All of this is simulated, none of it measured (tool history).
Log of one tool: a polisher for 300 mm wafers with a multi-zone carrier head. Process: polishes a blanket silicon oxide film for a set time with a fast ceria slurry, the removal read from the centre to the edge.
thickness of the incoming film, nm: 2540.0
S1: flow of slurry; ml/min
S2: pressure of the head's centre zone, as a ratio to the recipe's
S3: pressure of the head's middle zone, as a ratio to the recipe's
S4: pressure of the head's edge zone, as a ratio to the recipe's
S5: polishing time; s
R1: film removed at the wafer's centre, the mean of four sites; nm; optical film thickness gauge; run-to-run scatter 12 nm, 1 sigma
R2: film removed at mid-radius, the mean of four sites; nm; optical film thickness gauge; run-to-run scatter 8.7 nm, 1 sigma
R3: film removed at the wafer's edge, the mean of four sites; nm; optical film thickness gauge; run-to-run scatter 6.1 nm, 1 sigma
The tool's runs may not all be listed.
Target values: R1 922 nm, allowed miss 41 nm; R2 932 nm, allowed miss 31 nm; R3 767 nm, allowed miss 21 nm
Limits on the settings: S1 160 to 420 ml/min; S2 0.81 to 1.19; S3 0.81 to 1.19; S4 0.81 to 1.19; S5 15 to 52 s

| run | hour | S1 | S2 | S3 | S4 | S5 | R1 | R2 | R3 |
|---|---|---|---|---|---|---|---|---|---|
| 1 | 0 | 270 | 1 | 1 | 1 | 33 | 667.94 | 664.33 | 642.99 |
| 2 | 4.1 | 280 | 1.02 | 1.03 | 1 | 34 | 676.24 | 690.83 | 661.78 |
| 3 | 11.1 | 280 | 1.02 | 1.03 | 0.93 | 34 | 685.02 | 713.21 | 639.49 |
| 4 | 17.5 | 285 | 1.04 | 1.04 | 0.92 | 35 | 721.43 | 733.07 | 655.56 |
| 5 | 21.8 | 290 | 1.06 | 1.06 | 0.92 | 36 | 741.61 | 768.23 | 680.06 |
| 6 | 26.8 | 295 | 1.08 | 1.07 | 0.91 | 37 | 798.32 | 791.66 | 693.79 |
| 7 | 31.1 | 300 | 1.09 | 1.09 | 0.91 | 37 | 820.61 | 800.81 | 701.72 |
| 8 | 34.4 | 305 | 1.09 | 1.1 | 0.91 | 37 | 810.69 | 814.61 | 701.93 |
| 9 | 41.9 | 310 | 1.1 | 1.11 | 0.91 | 37 | 821.43 | 818.21 | 684.28 |
| 10 | 46.2 | 310 | 1.1 | 1.11 | 0.91 | 37 | 804.38 | 823.09 | 690.01 |
| 11 | 50.1 | 310 | 1.11 | 1.12 | 0.92 | 37 | 825.15 | 829.29 | 700.38 |
| 12 | 52.4 | 310 | 1.12 | 1.13 | 0.93 | 37 | 826.28 | 826.4 | 702.95 |
| 13 | 54.7 | 315 | 1.12 | 1.14 | 0.93 | 37 | 826.61 | 848.08 | 700.21 |
| 14 | 62.6 | 315 | 1.13 | 1.15 | 0.94 | 37 | 828.43 | 848.64 | 714.67 |
| 15 | 66.7 | 320 | 1.14 | 1.16 | 0.94 | 37 | 856.41 | 861.47 | 705.18 |
| 16 | 68.6 | 325 | 1.14 | 1.16 | 0.95 | 37 | 840.6 | 848.91 | 697.27 |
| 17 | 74.9 | 320 | 1.14 | 1.17 | 0.95 | 39 | 906.59 | 901.05 | 741.96 |

4 next moves are on the table. One of them brings every result within its allowed miss. Which?
| A | 81.2 | 355 | 1.05 | 1.15 | 0.92 | 40 | ? | ? | ? |
| B | 81.2 | 290 | 1.13 | 1.16 | 0.92 | 41 | ? | ? | ? |
| C | 81.2 | 275 | 1.14 | 0.97 | 0.9 | 45 | ? | ? | ? |
| D | 81.2 | 330 | 1.15 | 1.14 | 0.99 | 41 | ? | ? | ? |

| move | R1 | R2 | R3 |
|---|---|---|---|
| A | 845.18 | 928.55 | 770.93 |
| B | 916.5 | 943.3 | 780.45 |
| C | 1008.4 | 884.94 | 848.12 |
| D | 943.57 | 938.85 | 811.62 |
A: the worst result of the last run now meets its target, but another is out of spec
B: every result lands within tolerance
C: takes the biggest miss from the last run beyond its target
D: takes the biggest miss from the last run beyond its target
Move B is the one to make.
